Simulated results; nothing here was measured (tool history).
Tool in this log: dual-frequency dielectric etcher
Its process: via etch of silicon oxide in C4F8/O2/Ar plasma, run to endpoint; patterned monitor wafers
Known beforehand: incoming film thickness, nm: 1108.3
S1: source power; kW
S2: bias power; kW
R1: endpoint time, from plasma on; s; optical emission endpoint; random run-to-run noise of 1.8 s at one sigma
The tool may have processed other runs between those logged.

run 1 hour=0 | S1=1.87 S2=2.013 | R1=210.18
run 2 hour=6.7 | S1=1.87 S2=2.167 | R1=204.6
run 3 hour=7.7 | S1=1.87 S2=1.957 | R1=210.85
run 4 hour=8.9 | S1=1.69 S2=1.885 | R1=224.77
run 5 hour=13.8 | S1=1.69 S2=2.074 | R1=214.21
run 6 hour=21.2 | S1=1.55 S2=1.978 | R1=222.48

Run 7 is up next; what results do you expect?
run 7 hour=28.6 | S1=1.55 S2=1.978 | R1=?

R1: 220.86 s

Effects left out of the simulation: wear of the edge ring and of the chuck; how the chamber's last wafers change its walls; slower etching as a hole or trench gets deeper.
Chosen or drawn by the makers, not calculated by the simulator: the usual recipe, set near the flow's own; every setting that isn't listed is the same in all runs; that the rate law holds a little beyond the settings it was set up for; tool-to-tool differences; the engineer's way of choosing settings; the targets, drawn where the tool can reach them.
